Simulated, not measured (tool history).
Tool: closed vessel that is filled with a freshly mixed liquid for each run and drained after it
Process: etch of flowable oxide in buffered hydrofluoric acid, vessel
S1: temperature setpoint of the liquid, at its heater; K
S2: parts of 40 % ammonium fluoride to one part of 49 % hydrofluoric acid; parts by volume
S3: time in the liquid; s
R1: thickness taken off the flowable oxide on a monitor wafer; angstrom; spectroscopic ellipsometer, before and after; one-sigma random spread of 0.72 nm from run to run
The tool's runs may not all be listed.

| run | day | S1 | S2 | S3 | R1 |
|---|---|---|---|---|---|
| 1 | 0.000 | 296.15 | 13.0 | 35 | 512.95 |
| 2 | 0.196 | 296.15 | 13.0 | 35 | 507.96 |
| 3 | 0.362 | 297.65 | 12.0 | 35 | 601.00 |
| 4 | 0.633 | 299.15 | 11.5 | 35 | 675.34 |
| 5 | 0.804 | 299.15 | 11.5 | 35 | 680.31 |
| 6 | 1.054 | 301.65 | 11.5 | 35 | 772.15 |
| 7 | 1.342 | 302.15 | 11.0 | 35 | 830.02 |
| 8 | 1.546 | 302.65 | 10.5 | 35 | 889.07 |
| 9 | 1.683 | 303.15 | 10.0 | 35 | 955.82 |
| 10 | 1.950 | 303.15 | 9.5 | 35 | 988.05 |

Predict the results of run 11:
| 11 | 2.167 | 303.65 | 9.0 | 35 | ? |

R1: 1050.40 angstrom
